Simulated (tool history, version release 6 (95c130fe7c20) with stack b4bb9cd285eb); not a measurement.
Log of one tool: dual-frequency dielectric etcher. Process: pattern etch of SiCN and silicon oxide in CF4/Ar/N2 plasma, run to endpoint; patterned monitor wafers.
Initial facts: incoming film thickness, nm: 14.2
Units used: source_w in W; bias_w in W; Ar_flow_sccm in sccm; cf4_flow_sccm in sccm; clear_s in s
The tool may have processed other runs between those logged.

run  hour  source_w  bias_w  Ar_flow_sccm  cf4_flow_sccm  clear_s
  1     0       400      72            82             75   17.323
  2   2.8       400      72            94             75   17.726
  3     8       400      67            94             75    17.98
  4  14.3       430      67            94             75   16.928
  5    20       430      67           108             75   17.286
  6  24.8       430      67           114             75   17.381
  7  28.4       460      67           114             75   16.414
  8  34.5       480      67           114             75   15.757
  9  39.9       490      67           114             75   15.635
 10  45.4       500      67           114             75   15.387

What does the tool deliver on the next run?
 11  46.5       510      67           114             75        ?

clear_s: 15.141 s
